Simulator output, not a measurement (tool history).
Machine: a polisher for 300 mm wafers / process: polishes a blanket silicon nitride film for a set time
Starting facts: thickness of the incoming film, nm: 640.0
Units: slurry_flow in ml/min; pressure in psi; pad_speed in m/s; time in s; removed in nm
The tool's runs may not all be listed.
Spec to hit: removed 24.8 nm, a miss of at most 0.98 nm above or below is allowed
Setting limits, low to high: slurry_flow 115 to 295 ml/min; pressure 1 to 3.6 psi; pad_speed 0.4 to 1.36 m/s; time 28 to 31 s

run,day,slurry_flow,pressure,pad_speed,time,removed
1,0,190,2.3,0.88,31,33.994
2,0.283,150,2.3,0.88,31,32.493
3,0.354,150,2.1,0.88,31,31.136
4,0.621,150,2,0.88,31,29.063
5,0.967,150,2,1.1,31,33.127
6,1.225,150,1.9,1.1,31,32.277
7,1.262,150,1.8,1.1,31,30.314
8,1.483,150,1.7,1.1,31,29.885
9,1.696,150,1.6,1.1,31,27.798
10,1.738,150,1.5,1.1,31,26.491

Below are 4 possible settings for the next run. Only one of them brings all results inside the allowed miss of their targets. Which is it?
A,1.779,170,1.6,1.08,31,?
B,1.779,160,1.6,0.9,28,?
C,1.779,120,1.5,1.12,28,?
D,1.779,150,1.5,1.16,28,?

move,removed
A,28.324
B,22.744
C,23.146
D,24.805
A: the biggest miss grows against the last run
B: the result that was furthest off in the last run now lies on the other side of its target
C: the result that was furthest off in the last run now lies on the other side of its target
D: hits every target within its allowed miss
D is the move that brings every result within its allowed miss.

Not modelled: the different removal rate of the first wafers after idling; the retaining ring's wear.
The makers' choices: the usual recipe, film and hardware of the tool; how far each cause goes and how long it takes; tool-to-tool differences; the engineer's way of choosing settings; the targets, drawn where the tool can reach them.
